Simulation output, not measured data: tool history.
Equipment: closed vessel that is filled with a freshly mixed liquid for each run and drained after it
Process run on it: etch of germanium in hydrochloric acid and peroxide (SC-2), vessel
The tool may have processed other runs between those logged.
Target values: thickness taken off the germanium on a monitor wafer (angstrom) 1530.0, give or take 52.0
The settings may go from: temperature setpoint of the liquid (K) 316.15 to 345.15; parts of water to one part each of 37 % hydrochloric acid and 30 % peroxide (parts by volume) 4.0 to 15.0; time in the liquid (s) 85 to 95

run  hour  temperature setpoint of the liquid (K)  parts of water to one part each of 37 % hydrochloric acid and 30 % peroxide (parts by volume)  time in the liquid (s)  thickness taken off the germanium on a monitor wafer (angstrom)
  1   0.0                                  332.15                                                                                            8.5                      85                                                           2073.8
  2   0.9                                  330.65                                                                                            8.5                      85                                                           1984.7
  3   9.8                                  324.65                                                                                            8.5                      85                                                           1661.6
  4  13.2                                  324.65                                                                                            6.5                      85                                                           1694.2
  5  13.9                                  324.65                                                                                            8.0                      85                                                           1652.1
  6  17.7                                  324.65                                                                                            8.0                      95                                                           1871.9
  7  19.9                                  324.65                                                                                            8.0                      95                                                           1851.4
  8  26.3                                  323.65                                                                                            8.0                      95                                                           1807.1
  9  33.3                                  322.65                                                                                            8.0                      95                                                           1724.7
 10  36.2                                  322.15                                                                                            8.0                      95                                                           1716.2

Pick the move, out of 5, that brings all results within their allowed miss; only one does.
  A  39.1                                  327.65                                                                                            9.5                      90                                                                ?
  B  39.1                                  320.65                                                                                            9.5                      90                                                                ?
  C  39.1                                  327.65                                                                                            7.5                      95                                                                ?
  D  39.1                                  326.65                                                                                            7.5                      95                                                                ?
  E  39.1                                  328.65                                                                                            9.5                      95                                                                ?

move  thickness taken off the germanium on a monitor wafer (angstrom)
   A                                                           1933.1
   B                                                           1552.6
   C                                                           2079.3
   D                                                           2015.9
   E                                                           2103.6
A: misses by more than the last run did
B: every result lands within tolerance
C: misses by more than the last run did
D: misses by more than the last run did
E: misses by more than the last run did
So the answer is move B, the one that meets all the targets.

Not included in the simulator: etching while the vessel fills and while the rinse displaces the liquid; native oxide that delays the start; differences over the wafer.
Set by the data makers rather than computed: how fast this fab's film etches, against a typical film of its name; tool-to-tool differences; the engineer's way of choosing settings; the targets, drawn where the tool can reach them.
